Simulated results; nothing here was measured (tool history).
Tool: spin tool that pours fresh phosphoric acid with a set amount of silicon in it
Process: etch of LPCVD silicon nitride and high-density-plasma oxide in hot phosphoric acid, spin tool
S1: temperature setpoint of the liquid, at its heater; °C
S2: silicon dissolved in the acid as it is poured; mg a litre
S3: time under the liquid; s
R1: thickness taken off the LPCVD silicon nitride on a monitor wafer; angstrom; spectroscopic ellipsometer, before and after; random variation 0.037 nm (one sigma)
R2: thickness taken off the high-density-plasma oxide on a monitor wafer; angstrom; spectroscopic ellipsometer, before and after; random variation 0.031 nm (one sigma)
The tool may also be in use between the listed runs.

run    day   S1    S2   S3      R1      R2
  1      0  159    25  135  103.17  3.3044
  2  0.058  159    25  155  118.88  4.5364
  3  0.292  159  37.5  155  118.98  2.5096
  4  0.592  159  37.5  135   103.5  2.0799
  5  0.962  159  37.5   85  64.782  1.4496
  6      1  157  37.5   85  61.698  1.1553
  7  1.267  157    33   80  57.367  1.3302
  8   1.55  157    33   80  57.442  1.0892
  9  1.704  157    33   80  56.866   1.236

Forecast run 10:
 10  1.825  157  29  80   ?   ?

Run 10 gave R1 57.167 angstrom, R2 1.4732 angstrom.

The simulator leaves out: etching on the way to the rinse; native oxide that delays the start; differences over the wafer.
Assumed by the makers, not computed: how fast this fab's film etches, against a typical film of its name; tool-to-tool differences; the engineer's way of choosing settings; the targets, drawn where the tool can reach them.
